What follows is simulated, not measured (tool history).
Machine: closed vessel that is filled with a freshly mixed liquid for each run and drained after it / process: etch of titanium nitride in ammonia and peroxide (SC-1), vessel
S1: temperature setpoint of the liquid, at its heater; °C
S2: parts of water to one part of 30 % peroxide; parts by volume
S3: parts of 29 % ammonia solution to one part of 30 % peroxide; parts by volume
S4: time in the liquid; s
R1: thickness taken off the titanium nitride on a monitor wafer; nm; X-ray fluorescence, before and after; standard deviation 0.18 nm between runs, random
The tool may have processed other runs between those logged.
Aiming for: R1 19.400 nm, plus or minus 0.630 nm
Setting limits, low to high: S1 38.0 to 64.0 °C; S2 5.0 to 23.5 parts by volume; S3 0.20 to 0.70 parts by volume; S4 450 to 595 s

| run | hour | S1 | S2 | S3 | S4 | R1 |
|---|---|---|---|---|---|---|
| 1 | 0.0 | 48.0 | 13.0 | 0.40 | 595 | 15.255 |
| 2 | 7.0 | 48.5 | 13.0 | 0.40 | 595 | 15.894 |
| 3 | 14.9 | 48.5 | 16.0 | 0.40 | 595 | 14.129 |
| 4 | 18.9 | 49.5 | 16.0 | 0.40 | 595 | 15.288 |
| 5 | 26.3 | 50.0 | 16.0 | 0.40 | 595 | 15.785 |
| 6 | 34.3 | 50.5 | 16.0 | 0.40 | 595 | 16.464 |
| 7 | 38.0 | 51.0 | 16.0 | 0.40 | 595 | 16.849 |
| 8 | 43.4 | 53.5 | 16.0 | 0.40 | 595 | 20.201 |

Consider the 5 candidate settings below. Which is the only one whose results all fall within their allowed miss of target?
| A | 48.8 | 53.0 | 13.0 | 0.40 | 560 | ? |
| B | 48.8 | 56.0 | 16.5 | 0.25 | 595 | ? |
| C | 48.8 | 53.0 | 14.0 | 0.40 | 585 | ? |
| D | 48.8 | 54.0 | 18.0 | 0.45 | 585 | ? |
| E | 48.8 | 55.5 | 17.5 | 0.40 | 580 | ? |

| move | R1 |
|---|---|
| A | 20.343 |
| B | 21.268 |
| C | 20.412 |
| D | 19.449 |
| E | 21.208 |
A: further off than the last run
B: further off than the last run
C: further off than the last run
D: each result inside its tolerance
E: further off than the last run
D is the move that brings every result within its allowed miss.
